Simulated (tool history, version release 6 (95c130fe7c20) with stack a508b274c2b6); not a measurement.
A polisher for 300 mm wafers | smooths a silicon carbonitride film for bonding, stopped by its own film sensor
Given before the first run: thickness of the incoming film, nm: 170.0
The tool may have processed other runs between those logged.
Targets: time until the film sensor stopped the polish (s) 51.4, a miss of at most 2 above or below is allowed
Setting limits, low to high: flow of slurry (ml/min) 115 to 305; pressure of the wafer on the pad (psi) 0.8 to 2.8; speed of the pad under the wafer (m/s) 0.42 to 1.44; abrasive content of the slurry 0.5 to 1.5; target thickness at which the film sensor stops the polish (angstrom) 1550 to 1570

run	hour	flow of slurry (ml/min)	pressure of the wafer on the pad (psi)	speed of the pad under the wafer (m/s)	abrasive content of the slurry	target thickness at which the film sensor stops the polish (angstrom)	time until the film sensor stopped the polish (s)
1	0	195	1.8	0.92	1	1550	67.743
2	5.7	195	1.8	0.92	1	1550	68.522
3	12.3	195	1.8	0.92	0.8	1550	78.128
4	14.1	195	1.9	0.92	0.8	1550	72.098
5	19.3	195	1.9	0.7	0.8	1550	89.456
6	20.4	195	1.9	0.7	0.7	1550	95.804
7	29.2	195	2.1	0.72	0.7	1550	86.505
8	30.6	195	2.1	0.72	0.7	1550	86.401
9	32.2	195	2.1	0.72	0.7	1550	85.68
10	38.9	195	2.2	0.76	0.7	1550	80.242
11	45	195	2.3	0.8	0.7	1550	75.16
12	50.3	195	2.4	0.84	0.7	1550	67.477
13	52.4	195	2.5	0.86	0.7	1550	65.829
14	53.2	195	2.6	0.88	0.7	1550	61.685
15	58.2	195	2.6	0.9	0.7	1550	59.387
16	61.8	195	2.6	0.92	0.7	1550	60.032
17	70.4	195	2.6	0.92	0.7	1550	59.143
18	76.9	195	2.6	0.94	0.7	1550	58.266
19	78.1	195	2.6	0.94	0.7	1550	58.673
20	84.5	195	2.6	0.96	0.7	1550	58.869
21	90.6	195	2.6	0.98	0.7	1550	57.625
22	93.9	200	2.7	1	0.7	1550	53.596

Consider the 5 candidate settings below. Which is the only one whose results all fall within their allowed miss of target?
A	97.2	245	2.7	0.88	0.75	1560	?
B	97.2	175	2.8	1.1	0.55	1560	?
C	97.2	210	2.8	1.24	0.5	1560	?
D	97.2	200	2.7	0.88	0.7	1550	?
E	97.2	185	2.7	1.04	0.65	1550	?

move	time until the film sensor stopped the polish (s)
A	50.316
B	56.724
C	55.96
D	58.242
E	55.886
A: hits every target within its allowed miss
B: further off than the last run
C: further off than the last run
D: further off than the last run
E: further off than the last run
Go with A: it meets all targets.
